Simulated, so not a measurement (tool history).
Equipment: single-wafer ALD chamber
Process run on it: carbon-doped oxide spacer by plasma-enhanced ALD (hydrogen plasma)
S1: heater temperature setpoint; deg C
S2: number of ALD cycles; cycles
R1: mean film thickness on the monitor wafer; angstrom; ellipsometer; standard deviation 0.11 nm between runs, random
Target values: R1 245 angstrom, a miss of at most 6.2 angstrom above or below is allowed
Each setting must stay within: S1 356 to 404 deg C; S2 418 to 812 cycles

Run 1, day 0: S1 380 deg C, S2 615 cycles. Result: R1 300.04 angstrom.
Run 2, day 0.146: S1 380 deg C, S2 674 cycles. Result: R1 330.44 angstrom.
Run 3, day 0.467: S1 380 deg C, S2 654 cycles. Result: R1 320.5 angstrom.
Run 4, day 0.788: S1 380 deg C, S2 720 cycles. Result: R1 353.56 angstrom.
Run 5, day 0.983: S1 375 deg C, S2 720 cycles. Result: R1 351.27 angstrom.
Run 6, day 1.104: S1 375 deg C, S2 694 cycles. Result: R1 340.96 angstrom.
Run 7, day 1.229: S1 375 deg C, S2 670 cycles. Result: R1 331.84 angstrom.
Run 8, day 1.629: S1 376 deg C, S2 648 cycles. Result: R1 319.55 angstrom.
Run 9, day 1.812: S1 376 deg C, S2 628 cycles. Result: R1 307.25 angstrom.
Run 10, day 2.088: S1 376 deg C, S2 612 cycles. Result: R1 300.21 angstrom.
Run 11, day 2.162: S1 376 deg C, S2 598 cycles. Result: R1 290.32 angstrom.
At day 2.367: thermocouple changed; heater temperature recalibrated.
Run 12, day 2.367: S1 376 deg C, S2 587 cycles. Result: R1 287.16 angstrom.
Run 13, day 2.512: S1 376 deg C, S2 576 cycles. Result: R1 281.87 angstrom.
Run 14, day 2.629: S1 376 deg C, S2 566 cycles. Result: R1 277.16 angstrom.
Run 15, day 2.842: S1 376 deg C, S2 558 cycles. Result: R1 273.71 angstrom.
Run 16, day 3.158: S1 376 deg C, S2 476 cycles. Result: R1 232.84 angstrom.
Run 17, day 3.308: S1 376 deg C, S2 479 cycles. Result: R1 237.09 angstrom.
Run 18, day 3.658: S1 376 deg C, S2 481 cycles. Result: R1 234.68 angstrom.
Run 19, day 3.758: S1 376 deg C, S2 484 cycles. Result: R1 236.95 angstrom.
Run 20, day 4.104: S1 376 deg C, S2 486 cycles. Result: R1 237.88 angstrom.

Which of these 4 next moves meets every target?
Run A, day 4.45: S1 375 deg C, S2 473 cycles. Result: R1 ?.
Run B, day 4.45: S1 387 deg C, S2 470 cycles. Result: R1 ?.
Run C, day 4.45: S1 367 deg C, S2 473 cycles. Result: R1 ?.
Run D, day 4.45: S1 376 deg C, S2 499 cycles. Result: R1 ?.

move      R1
   A  232.27
   B   230.8
   C  232.27
   D  245.04
A: misses by more than the last run did
B: misses by more than the last run did
C: misses by more than the last run did
D: in spec on every target
Answer: D
